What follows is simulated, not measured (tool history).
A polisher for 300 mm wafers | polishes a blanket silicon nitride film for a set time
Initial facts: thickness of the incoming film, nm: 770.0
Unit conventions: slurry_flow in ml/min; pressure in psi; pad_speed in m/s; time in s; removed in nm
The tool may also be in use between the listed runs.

{"run": 1, "hour": 0.0, "slurry_flow": 185, "pressure": 4.7, "pad_speed": 0.92, "time": 85, "removed": 169.66}
{"run": 2, "hour": 2.0, "slurry_flow": 180, "pressure": 4.3, "pad_speed": 0.92, "time": 85, "removed": 155.83}
{"run": 3, "hour": 3.2, "slurry_flow": 175, "pressure": 4, "pad_speed": 0.92, "time": 85, "removed": 147.04}
{"run": 4, "hour": 9.0, "slurry_flow": 210, "pressure": 4, "pad_speed": 0.92, "time": 85, "removed": 150.84}
{"run": 5, "hour": 17.3, "slurry_flow": 210, "pressure": 5, "pad_speed": 0.92, "time": 85, "removed": 181.42}
{"run": 6, "hour": 22.2, "slurry_flow": 205, "pressure": 4.4, "pad_speed": 0.92, "time": 85, "removed": 162.9}
{"run": 7, "hour": 28.2, "slurry_flow": 195, "pressure": 4, "pad_speed": 0.92, "time": 85, "removed": 151.43}
{"run": 8, "hour": 32.4, "slurry_flow": 185, "pressure": 3.7, "pad_speed": 0.92, "time": 85, "removed": 141.33}
{"run": 9, "hour": 38.8, "slurry_flow": 180, "pressure": 3.5, "pad_speed": 0.92, "time": 85, "removed": 134.9}

Run 10 is up next; what results do you expect?
{"run": 10, "hour": 45.0, "slurry_flow": 175, "pressure": 3.3, "pad_speed": 0.92, "time": 85, "removed": "?"}

Run 10 produced removed 129.01 nm.

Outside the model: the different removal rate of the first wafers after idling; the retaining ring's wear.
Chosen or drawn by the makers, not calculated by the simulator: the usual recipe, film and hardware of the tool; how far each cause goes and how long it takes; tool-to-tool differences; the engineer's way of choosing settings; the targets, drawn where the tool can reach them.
